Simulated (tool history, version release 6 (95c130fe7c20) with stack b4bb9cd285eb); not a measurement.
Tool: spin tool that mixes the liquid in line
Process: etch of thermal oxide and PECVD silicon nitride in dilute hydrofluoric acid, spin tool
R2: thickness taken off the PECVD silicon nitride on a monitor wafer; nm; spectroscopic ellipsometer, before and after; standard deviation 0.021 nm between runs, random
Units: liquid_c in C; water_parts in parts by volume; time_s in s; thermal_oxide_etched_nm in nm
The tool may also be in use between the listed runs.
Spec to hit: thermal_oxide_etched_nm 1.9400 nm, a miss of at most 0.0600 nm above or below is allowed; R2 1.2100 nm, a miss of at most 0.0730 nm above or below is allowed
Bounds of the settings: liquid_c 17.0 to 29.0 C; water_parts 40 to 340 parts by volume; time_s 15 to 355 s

run 1 hour=0.0 | liquid_c=21.0 water_parts=190 time_s=180 | thermal_oxide_etched_nm=3.7697 R2=2.2401
run 2 hour=5.8 | liquid_c=20.5 water_parts=205 time_s=180 | thermal_oxide_etched_nm=3.3511 R2=2.0202
run 3 hour=9.5 | liquid_c=24.0 water_parts=205 time_s=180 | thermal_oxide_etched_nm=3.8474 R2=2.5715
run 4 hour=12.1 | liquid_c=23.0 water_parts=220 time_s=180 | thermal_oxide_etched_nm=3.3351 R2=2.2559
run 5 hour=20.5 | liquid_c=21.5 water_parts=220 time_s=180 | thermal_oxide_etched_nm=3.2239 R2=2.0181
run 6 hour=28.8 | liquid_c=24.0 water_parts=220 time_s=180 | thermal_oxide_etched_nm=3.4808 R2=2.4150
run 7 hour=36.6 | liquid_c=23.0 water_parts=230 time_s=180 | thermal_oxide_etched_nm=3.1639 R2=2.1138
run 8 hour=45.5 | liquid_c=22.5 water_parts=240 time_s=180 | thermal_oxide_etched_nm=2.9504 R2=2.0268
run 9 hour=51.1 | liquid_c=21.5 water_parts=245 time_s=180 | thermal_oxide_etched_nm=2.7389 R2=1.8388
run 10 hour=58.7 | liquid_c=20.5 water_parts=250 time_s=180 | thermal_oxide_etched_nm=2.6294 R2=1.7440
run 11 hour=63.9 | liquid_c=20.0 water_parts=255 time_s=180 | thermal_oxide_etched_nm=2.4896 R2=1.6092
run 12 hour=68.6 | liquid_c=20.0 water_parts=255 time_s=180 | thermal_oxide_etched_nm=2.4843 R2=1.5786
run 13 hour=74.1 | liquid_c=19.5 water_parts=260 time_s=180 | thermal_oxide_etched_nm=2.4475 R2=1.4809
run 14 hour=78.9 | liquid_c=19.5 water_parts=265 time_s=180 | thermal_oxide_etched_nm=2.3234 R2=1.5152

Which of these 4 next moves meets every target?
run A hour=83.7 | liquid_c=17.5 water_parts=295 time_s=185 | thermal_oxide_etched_nm=? R2=?
run B hour=83.7 | liquid_c=20.0 water_parts=305 time_s=155 | thermal_oxide_etched_nm=? R2=?
run C hour=83.7 | liquid_c=17.0 water_parts=205 time_s=135 | thermal_oxide_etched_nm=? R2=?
run D hour=83.7 | liquid_c=27.5 water_parts=340 time_s=175 | thermal_oxide_etched_nm=? R2=?

move=A thermal_oxide_etched_nm=1.9184 R2=1.2131
move=B thermal_oxide_etched_nm=1.6908 R2=1.1561
move=C thermal_oxide_etched_nm=2.1382 R2=1.2122
move=D thermal_oxide_etched_nm=2.1441 R2=1.8487
A: every result within its allowed miss
B: takes the biggest miss from the last run beyond its target
C: nearer the targets than the last run, but a result is still out of spec
D: lands further from the targets than the last run did
Move A is the one to make.
